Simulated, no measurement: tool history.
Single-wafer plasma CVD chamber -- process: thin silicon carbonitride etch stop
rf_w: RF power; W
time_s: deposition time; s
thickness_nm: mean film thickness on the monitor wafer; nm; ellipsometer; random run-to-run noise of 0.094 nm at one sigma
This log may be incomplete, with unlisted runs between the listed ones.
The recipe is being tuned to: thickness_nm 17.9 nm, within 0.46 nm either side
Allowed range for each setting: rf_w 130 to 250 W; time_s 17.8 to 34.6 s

run  hour  rf_w  time_s  thickness_nm
  1     0   190    26.2        15.543
  2     4   190    24.6        14.574
  3  12.8   170    24.6        14.099
  4  20.1   170    22.1        12.686
  5  21.3   190    22.1        13.164
  6    29   190    24.2        14.283
  7    32   195      25        14.987
  8  35.4   200    25.5        15.403
  9  40.6   205    25.9        15.736
 10  44.6   230      29        18.163

5 next moves are on the table. One of them brings every result within its allowed miss. Which?
  A  48.6   210    30.6             ?
  B  48.6   225    29.7             ?
  C  48.6   220    27.4             ?
  D  48.6   250    28.9             ?
  E  48.6   215      29             ?

move  thickness_nm
   A        18.901
   B         18.76
   C        17.182
   D        18.885
   E        18.051
A: lands further from the targets than the last run did
B: lands further from the targets than the last run did
C: pushes the last run's worst result past its target
D: lands further from the targets than the last run did
E: each result inside its tolerance
The right move is E.
